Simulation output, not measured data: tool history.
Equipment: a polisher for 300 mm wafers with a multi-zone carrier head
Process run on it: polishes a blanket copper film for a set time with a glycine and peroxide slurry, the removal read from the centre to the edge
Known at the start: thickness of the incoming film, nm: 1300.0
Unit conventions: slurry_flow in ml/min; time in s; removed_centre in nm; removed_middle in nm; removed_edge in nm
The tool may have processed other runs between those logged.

run  hour  slurry_flow  centre_zone  middle_zone  edge_zone  time  removed_centre  removed_middle  removed_edge
  1     0          250            1            1          1    89          347.52           337.2        334.17
  2   4.3          250            1            1          1   104          400.81          396.72        394.83
  3   5.4          250            1            1       0.94   104          397.13          389.99        385.08
  4  12.8          250         0.92            1       0.94   104          368.71          394.56        378.16
  5  18.8          235          0.9         0.96       0.96    95          329.81          345.56        352.05
  6  20.3          235          0.9         0.96       0.96   108          375.21          392.11        398.53
  7  26.1          225         0.88         0.93       0.95    98             332          341.81        357.52

The next listed run, before its measurement:
  8    27          215         0.86         0.91       0.95    90               ?               ?             ?

{"run 8": {"removed_centre": 292.14, "removed_middle": 311.5, "removed_edge": 326.51}}
